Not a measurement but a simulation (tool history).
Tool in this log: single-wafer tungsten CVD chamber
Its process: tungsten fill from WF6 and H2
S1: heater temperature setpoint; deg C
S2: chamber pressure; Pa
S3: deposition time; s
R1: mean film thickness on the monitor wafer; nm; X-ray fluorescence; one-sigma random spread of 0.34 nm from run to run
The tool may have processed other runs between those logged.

| run | day | S1 | S2 | S3 | R1 |
|---|---|---|---|---|---|
| 1 | 0 | 395 | 6453 | 16.2 | 54.202 |
| 2 | 0.133 | 399 | 6479 | 16.2 | 57.954 |
| 3 | 0.312 | 389 | 6479 | 16.2 | 48.447 |
| 4 | 0.367 | 394 | 6519 | 16.2 | 53.415 |
| 5 | 0.688 | 394 | 7373 | 16.2 | 54.963 |
| 6 | 1.012 | 394 | 7373 | 15.5 | 52.8 |
| 7 | 1.317 | 398 | 7426 | 15.5 | 56.85 |

Forecast run 8:
| 8 | 1.588 | 401 | 7466 | 15.5 | ? |

Run 8 produced R1 60.583 nm.

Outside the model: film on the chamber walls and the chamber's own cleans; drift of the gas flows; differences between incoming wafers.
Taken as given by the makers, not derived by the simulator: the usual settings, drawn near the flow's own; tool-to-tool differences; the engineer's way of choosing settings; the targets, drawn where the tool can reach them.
